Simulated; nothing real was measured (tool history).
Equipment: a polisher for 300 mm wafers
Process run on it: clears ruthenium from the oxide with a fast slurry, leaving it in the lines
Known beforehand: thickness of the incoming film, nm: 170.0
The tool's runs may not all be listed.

run	day	flow of slurry (ml/min)	pressure of the wafer on the pad (kPa)	speed of the pad under the wafer (m/s)	abrasive content of the slurry	overpolish time after the end point (s)	time until the end point was called (s)	dishing of a wide line in a test structure (angstrom)
1	0.000	230	16.5	1.00	1.00	15	59.615	377.28
2	0.350	230	13.1	1.00	1.00	15	69.367	303.68
3	0.612	255	13.1	1.00	1.00	15	70.039	309.61
4	0.958	245	12.4	0.86	0.95	11	88.804	190.13
5	1.033	245	12.4	0.86	0.75	11	99.049	162.93
6	1.167	245	11.7	0.84	0.70	9	110.640	122.37

Run 7 has not been measured yet. What should we expect?
7	1.367	245	11.0	0.84	0.70	8	?	?

For run 7 the tool returned time until the end point was called (s) 123.020, dishing of a wide line in a test structure (angstrom) 100.13.

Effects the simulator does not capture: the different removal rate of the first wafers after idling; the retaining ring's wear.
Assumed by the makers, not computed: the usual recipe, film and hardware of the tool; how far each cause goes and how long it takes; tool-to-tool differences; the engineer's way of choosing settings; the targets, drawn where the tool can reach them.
